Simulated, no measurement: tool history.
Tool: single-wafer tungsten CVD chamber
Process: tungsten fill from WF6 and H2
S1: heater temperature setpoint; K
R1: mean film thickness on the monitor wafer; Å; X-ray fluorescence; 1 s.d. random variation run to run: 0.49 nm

{"run": 1, "hour": 0.0, "S1": 653.15, "chamber pressure (Pa)": 3866, "deposition time (s)": 34.8, "R1": 698.28}
{"run": 2, "hour": 3.3, "S1": 653.15, "chamber pressure (Pa)": 3200, "deposition time (s)": 34.8, "R1": 632.87}
{"run": 3, "hour": 8.7, "S1": 653.15, "chamber pressure (Pa)": 3200, "deposition time (s)": 34.8, "R1": 629.83}
{"run": 4, "hour": 15.5, "S1": 657.15, "chamber pressure (Pa)": 3213, "deposition time (s)": 34.8, "R1": 679.03}
{"run": 5, "hour": 20.7, "S1": 657.15, "chamber pressure (Pa)": 3213, "deposition time (s)": 34.8, "R1": 679.64}
{"run": 6, "hour": 23.8, "S1": 660.15, "chamber pressure (Pa)": 3253, "deposition time (s)": 34.8, "R1": 727.24}
{"run": 7, "hour": 32.2, "S1": 663.15, "chamber pressure (Pa)": 3253, "deposition time (s)": 34.8, "R1": 762.57}

The next listed run, before its measurement:
{"run": 8, "hour": 38.2, "S1": 665.15, "chamber pressure (Pa)": 3293, "deposition time (s)": 34.8, "R1": "?"}

R1: 792.15 Å

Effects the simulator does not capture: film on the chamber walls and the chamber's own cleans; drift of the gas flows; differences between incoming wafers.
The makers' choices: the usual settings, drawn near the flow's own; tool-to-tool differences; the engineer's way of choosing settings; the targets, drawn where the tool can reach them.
